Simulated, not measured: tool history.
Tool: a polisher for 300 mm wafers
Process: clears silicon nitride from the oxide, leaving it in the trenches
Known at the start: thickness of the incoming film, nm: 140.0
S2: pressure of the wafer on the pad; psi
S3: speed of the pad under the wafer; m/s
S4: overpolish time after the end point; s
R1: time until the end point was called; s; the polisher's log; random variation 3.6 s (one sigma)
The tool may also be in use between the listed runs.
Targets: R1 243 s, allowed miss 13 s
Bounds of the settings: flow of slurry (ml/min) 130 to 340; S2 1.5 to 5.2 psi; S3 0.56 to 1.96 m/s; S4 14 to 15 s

run 1 hour=0 | flow_of_slurry_(ml/min)=220 S2=3.3 S3=1.26 S4=14 | R1=125.94
run 2 hour=8.4 | flow_of_slurry_(ml/min)=220 S2=3.1 S3=1.24 S4=14 | R1=134.14
run 3 hour=11.9 | flow_of_slurry_(ml/min)=220 S2=2.9 S3=1.22 S4=14 | R1=146.18
run 4 hour=16 | flow_of_slurry_(ml/min)=245 S2=2.9 S3=1.22 S4=14 | R1=146.85
run 5 hour=19.9 | flow_of_slurry_(ml/min)=280 S2=2.9 S3=1.22 S4=14 | R1=140.85
run 6 hour=27.7 | flow_of_slurry_(ml/min)=280 S2=2.7 S3=1.2 S4=14 | R1=152.38
run 7 hour=32.8 | flow_of_slurry_(ml/min)=280 S2=2.5 S3=1.18 S4=14 | R1=166.06
run 8 hour=40.1 | flow_of_slurry_(ml/min)=280 S2=2.4 S3=1.16 S4=14 | R1=176.96
run 9 hour=46.9 | flow_of_slurry_(ml/min)=280 S2=2.3 S3=1.16 S4=14 | R1=180.68
run 10 hour=55.8 | flow_of_slurry_(ml/min)=280 S2=2.2 S3=1.16 S4=14 | R1=190.56
run 11 hour=56.9 | flow_of_slurry_(ml/min)=280 S2=2.1 S3=1.16 S4=14 | R1=189.15

4 next moves are on the table. One of them brings every result within its allowed miss. Which?
run A hour=58 | flow_of_slurry_(ml/min)=280 S2=1.7 S3=1.34 S4=14 | R1=?
run B hour=58 | flow_of_slurry_(ml/min)=230 S2=2.3 S3=1.06 S4=14 | R1=?
run C hour=58 | flow_of_slurry_(ml/min)=200 S2=1.6 S3=1.46 S4=15 | R1=?
run D hour=58 | flow_of_slurry_(ml/min)=295 S2=1.9 S3=1.02 S4=15 | R1=?

move=A R1=206.36
move=B R1=204.57
move=C R1=207.57
move=D R1=243.59
A: nearer than the last run, and not there yet
B: nearer than the last run, and not there yet
C: nearer than the last run, and not there yet
D: meets every target
Move D is the one to make.

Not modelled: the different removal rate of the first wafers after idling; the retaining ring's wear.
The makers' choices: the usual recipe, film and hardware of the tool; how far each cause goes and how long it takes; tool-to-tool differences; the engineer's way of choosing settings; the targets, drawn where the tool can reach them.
